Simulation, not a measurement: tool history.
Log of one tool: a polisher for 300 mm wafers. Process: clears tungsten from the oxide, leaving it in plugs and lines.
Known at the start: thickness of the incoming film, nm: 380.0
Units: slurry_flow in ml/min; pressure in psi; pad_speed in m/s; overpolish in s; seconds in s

Run 1, hour 0: slurry_flow 190 ml/min, pressure 3.6 psi, pad_speed 1.4 m/s, slurry_solids 1, overpolish 5 s. Result: seconds 61.717 s.
Run 2, hour 8.4: slurry_flow 190 ml/min, pressure 3.2 psi, pad_speed 1.36 m/s, slurry_solids 1, overpolish 5 s. Result: seconds 70.012 s.
Run 3, hour 9.7: slurry_flow 190 ml/min, pressure 2.9 psi, pad_speed 1.32 m/s, slurry_solids 1, overpolish 5 s. Result: seconds 80.4 s.
Run 4, hour 18: slurry_flow 190 ml/min, pressure 2.6 psi, pad_speed 1.3 m/s, slurry_solids 1, overpolish 5 s. Result: seconds 89.769 s.
Run 5, hour 23.7: slurry_flow 190 ml/min, pressure 2.6 psi, pad_speed 1.3 m/s, slurry_solids 1.15, overpolish 5 s. Result: seconds 85.334 s.
Run 6, hour 27: slurry_flow 190 ml/min, pressure 2.4 psi, pad_speed 1.28 m/s, slurry_solids 1.15, overpolish 5 s. Result: seconds 94.533 s.

The next listed run, before its measurement:
Run 7, hour 27.5: slurry_flow 190 ml/min, pressure 2.4 psi, pad_speed 1.28 m/s, slurry_solids 1.15, overpolish 5 s. Result: seconds ?.

Run 7 gave seconds 93.252 s.
